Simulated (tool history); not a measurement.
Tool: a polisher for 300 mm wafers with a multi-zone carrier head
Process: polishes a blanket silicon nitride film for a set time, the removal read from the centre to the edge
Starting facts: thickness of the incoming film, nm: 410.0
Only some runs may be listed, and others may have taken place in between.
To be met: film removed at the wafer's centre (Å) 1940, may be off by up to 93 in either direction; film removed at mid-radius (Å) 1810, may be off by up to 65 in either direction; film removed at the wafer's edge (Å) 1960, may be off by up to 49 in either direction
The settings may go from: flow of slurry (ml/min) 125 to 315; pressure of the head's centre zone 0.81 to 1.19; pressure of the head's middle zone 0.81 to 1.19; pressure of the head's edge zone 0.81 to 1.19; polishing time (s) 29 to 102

run,hour,flow of slurry (ml/min),pressure of the head's centre zone,pressure of the head's middle zone,pressure of the head's edge zone,polishing time (s),film removed at the wafer's centre (Å),film removed at mid-radius (Å),film removed at the wafer's edge (Å)
1,0,205,1,1,1,65,1475.7,1488.7,1456.9
2,1.3,205,1.08,1,1,65,1599.5,1469.6,1465.2
3,5.1,210,1.08,1,1.05,69,1675.7,1584.5,1599.5
4,9.6,220,1.09,0.99,1.09,72,1773.3,1624,1695.4
5,16.1,220,1.09,0.94,1.09,72,1762.4,1547.2,1729.5
6,20.5,230,1.09,0.96,1.11,74,1793.5,1618.2,1788.8
7,22.9,230,1.1,0.97,1.13,76,1897.3,1698,1844
8,28.4,235,1.09,0.97,1.15,77,1879.8,1714.1,1882.4

Which single option among these 5 for the next run brings every result within its allowed miss of target? Just one does.
A,33.9,275,0.95,1.07,1.03,79,?,?,?
B,33.9,240,1.14,1.07,1.13,74,?,?,?
C,33.9,315,1.11,1.03,1.12,75,?,?,?
D,33.9,210,1.13,1.19,1.11,77,?,?,?
E,33.9,205,1.08,0.99,1.17,80,?,?,?

move,film removed at the wafer's centre (Å),film removed at mid-radius (Å),film removed at the wafer's edge (Å)
A,1752.4,1939.4,1868.4
B,1908.4,1786.2,1811.6
C,1949.2,1808.3,1869.9
D,1932.1,1991.8,1840.4
E,1914.8,1776.1,1964.5
A: moves away from the targets compared with the last run
B: moves away from the targets compared with the last run
C: moves away from the targets compared with the last run
D: moves away from the targets compared with the last run
E: every result within its allowed miss
The right move is E.

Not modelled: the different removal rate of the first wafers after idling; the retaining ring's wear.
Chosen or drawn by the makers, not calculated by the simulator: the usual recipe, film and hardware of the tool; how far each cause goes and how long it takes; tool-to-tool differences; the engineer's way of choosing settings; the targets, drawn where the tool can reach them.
